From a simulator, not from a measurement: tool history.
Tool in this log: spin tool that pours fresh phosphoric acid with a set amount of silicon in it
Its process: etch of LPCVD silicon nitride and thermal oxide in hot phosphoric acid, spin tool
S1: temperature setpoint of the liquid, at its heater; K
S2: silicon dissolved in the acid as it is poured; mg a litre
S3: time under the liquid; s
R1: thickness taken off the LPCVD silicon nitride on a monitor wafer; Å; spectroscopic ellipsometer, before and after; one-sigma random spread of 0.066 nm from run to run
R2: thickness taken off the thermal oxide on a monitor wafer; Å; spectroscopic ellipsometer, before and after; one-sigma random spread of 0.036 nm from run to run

Run 1, hour 0: S1 436.15 K, S2 9.5 mg a litre, S3 180 s. Result: R1 185.02 Å, R2 4.29 Å.
Run 2, hour 3.8: S1 436.15 K, S2 9.5 mg a litre, S3 135 s. Result: R1 138.79 Å, R2 3.2473 Å.
Run 3, hour 5: S1 437.15 K, S2 10.5 mg a litre, S3 145 s. Result: R1 154.86 Å, R2 4.2168 Å.
Run 4, hour 13.2: S1 437.15 K, S2 6 mg a litre, S3 145 s. Result: R1 154.15 Å, R2 4.1813 Å.
Run 5, hour 18.9: S1 435.15 K, S2 6 mg a litre, S3 145 s. Result: R1 144.66 Å, R2 4.0848 Å.
Run 6, hour 22.4: S1 436.15 K, S2 7 mg a litre, S3 150 s. Result: R1 154.04 Å, R2 4.0655 Å.
Run 7, hour 30.2: S1 437.15 K, S2 8 mg a litre, S3 155 s. Result: R1 164.29 Å, R2 4.8603 Å.
Run 8, hour 32: S1 437.65 K, S2 10.5 mg a litre, S3 160 s. Result: R1 173.5 Å, R2 4.5497 Å.

The next listed run, before its measurement:
Run 9, hour 34.8: S1 438.15 K, S2 12.5 mg a litre, S3 160 s. Result: R1 ?, R2 ?.

R1: 175.89 Å
R2: 3.7259 Å
